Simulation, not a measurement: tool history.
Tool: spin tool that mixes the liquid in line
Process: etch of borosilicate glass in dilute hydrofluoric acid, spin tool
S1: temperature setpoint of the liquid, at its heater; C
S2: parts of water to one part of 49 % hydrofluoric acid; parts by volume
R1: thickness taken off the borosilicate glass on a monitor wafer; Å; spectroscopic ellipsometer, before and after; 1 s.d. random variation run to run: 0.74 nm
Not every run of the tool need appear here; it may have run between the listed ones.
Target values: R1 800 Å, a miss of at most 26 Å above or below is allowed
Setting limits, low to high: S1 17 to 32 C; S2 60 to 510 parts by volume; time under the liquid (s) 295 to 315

run 1 hour=0 | S1=24 S2=285 time_under_the_liquid_(s)=295 | R1=263.17
run 2 hour=5.4 | S1=26 S2=230 time_under_the_liquid_(s)=295 | R1=369.07
run 3 hour=8.9 | S1=26 S2=300 time_under_the_liquid_(s)=295 | R1=261.28
run 4 hour=17.8 | S1=27.5 S2=245 time_under_the_liquid_(s)=295 | R1=358.96
run 5 hour=23.8 | S1=26 S2=245 time_under_the_liquid_(s)=295 | R1=340.15
run 6 hour=30.3 | S1=28 S2=245 time_under_the_liquid_(s)=295 | R1=363.74
run 7 hour=38.8 | S1=29 S2=205 time_under_the_liquid_(s)=295 | R1=475.11
run 8 hour=43.2 | S1=30 S2=180 time_under_the_liquid_(s)=295 | R1=580.83
run 9 hour=50.4 | S1=30.5 S2=165 time_under_the_liquid_(s)=295 | R1=654.2
run 10 hour=54.2 | S1=32 S2=130 time_under_the_liquid_(s)=295 | R1=915.46
run 11 hour=62.6 | S1=31.5 S2=130 time_under_the_liquid_(s)=295 | R1=892.81
run 12 hour=63.8 | S1=31 S2=130 time_under_the_liquid_(s)=295 | R1=894.65
run 13 hour=69.2 | S1=30 S2=130 time_under_the_liquid_(s)=295 | R1=856.03
run 14 hour=73.7 | S1=29.5 S2=130 time_under_the_liquid_(s)=295 | R1=836.53

Which one of the following 5 next-run settings gets every result inside its allowed miss? There is exactly one.
run A hour=78.2 | S1=31.5 S2=135 time_under_the_liquid_(s)=295 | R1=?
run B hour=78.2 | S1=30 S2=130 time_under_the_liquid_(s)=295 | R1=?
run C hour=78.2 | S1=32 S2=135 time_under_the_liquid_(s)=295 | R1=?
run D hour=78.2 | S1=29 S2=135 time_under_the_liquid_(s)=300 | R1=?
run E hour=78.2 | S1=30.5 S2=150 time_under_the_liquid_(s)=300 | R1=?

move=A R1=850.36
move=B R1=842.13
move=C R1=865.7
move=D R1=789.74
move=E R1=735.82
A: misses by more than the last run did
B: misses by more than the last run did
C: misses by more than the last run did
D: in spec on every target
E: carries the result that was furthest off beyond its target, to the other side
Correct choice: D, which meets every target
